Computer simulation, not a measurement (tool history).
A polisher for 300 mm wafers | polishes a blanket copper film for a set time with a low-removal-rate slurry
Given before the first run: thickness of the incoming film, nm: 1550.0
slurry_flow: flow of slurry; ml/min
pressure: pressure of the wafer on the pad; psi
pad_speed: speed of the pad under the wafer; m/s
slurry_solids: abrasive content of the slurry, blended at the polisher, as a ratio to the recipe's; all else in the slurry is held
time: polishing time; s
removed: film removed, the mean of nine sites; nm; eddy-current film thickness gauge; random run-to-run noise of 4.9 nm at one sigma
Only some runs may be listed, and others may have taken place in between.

| run | day | slurry_flow | pressure | pad_speed | slurry_solids | time | removed |
|---|---|---|---|---|---|---|---|
| 1 | 0 | 140 | 2.7 | 1.26 | 1 | 82 | 233.19 |
| 2 | 0.108 | 140 | 2.8 | 1.26 | 1 | 82 | 239.44 |
| 3 | 0.258 | 140 | 2.8 | 1.26 | 1 | 82 | 238.37 |
| 4 | 0.608 | 140 | 2.9 | 1.26 | 1 | 82 | 250.57 |
| 5 | 0.862 | 140 | 3.3 | 1.26 | 1 | 82 | 290.79 |
| 6 | 1.112 | 140 | 3.4 | 1.26 | 1 | 82 | 295.48 |
| 7 | 1.329 | 140 | 3.5 | 1.26 | 1 | 82 | 294.66 |
| 8 | 1.658 | 140 | 3.6 | 1.28 | 1 | 82 | 315.29 |

Forecast run 9:
| 9 | 1.812 | 140 | 3.7 | 1.28 | 1 | 82 | ? |

{"run 9": {"removed": 322}}
